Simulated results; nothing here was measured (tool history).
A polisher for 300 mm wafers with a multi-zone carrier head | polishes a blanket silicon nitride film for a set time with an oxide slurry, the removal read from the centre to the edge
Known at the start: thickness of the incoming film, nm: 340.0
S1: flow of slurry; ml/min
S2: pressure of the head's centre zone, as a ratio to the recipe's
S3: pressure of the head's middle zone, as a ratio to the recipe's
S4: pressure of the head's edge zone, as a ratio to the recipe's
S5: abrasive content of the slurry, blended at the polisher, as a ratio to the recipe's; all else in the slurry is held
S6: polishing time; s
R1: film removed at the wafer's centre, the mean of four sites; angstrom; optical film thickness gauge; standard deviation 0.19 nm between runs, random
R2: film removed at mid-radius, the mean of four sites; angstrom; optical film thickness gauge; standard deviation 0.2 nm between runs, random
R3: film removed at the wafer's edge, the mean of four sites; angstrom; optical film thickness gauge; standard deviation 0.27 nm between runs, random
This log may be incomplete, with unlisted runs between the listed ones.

run 1 hour=0.0 | S1=285 S2=1.00 S3=1.00 S4=1.00 S5=1.00 S6=58 | R1=262.28 R2=266.84 R3=259.82
run 2 hour=8.2 | S1=285 S2=1.00 S3=1.00 S4=1.00 S5=1.05 S6=58 | R1=266.17 R2=268.37 R3=261.85
run 3 hour=9.3 | S1=350 S2=1.00 S3=1.00 S4=1.00 S5=1.05 S6=58 | R1=276.87 R2=271.30 R3=266.87
run 4 hour=10.9 | S1=320 S2=1.00 S3=1.00 S4=1.00 S5=1.05 S6=58 | R1=272.59 R2=274.35 R3=268.85
run 5 hour=19.5 | S1=320 S2=1.00 S3=1.00 S4=1.08 S5=1.05 S6=58 | R1=267.48 R2=274.35 R3=276.78
run 6 hour=24.3 | S1=320 S2=0.98 S3=0.97 S4=1.01 S5=0.95 S6=58 | R1=249.57 R2=254.56 R3=262.34

Expected results for the next run?
run 7 hour=25.9 | S1=315 S2=0.99 S3=0.96 S4=0.96 S5=0.85 S6=57 | R1=? R2=? R3=?

R1: 239.95 angstrom
R2: 237.38 angstrom
R3: 233.68 angstrom
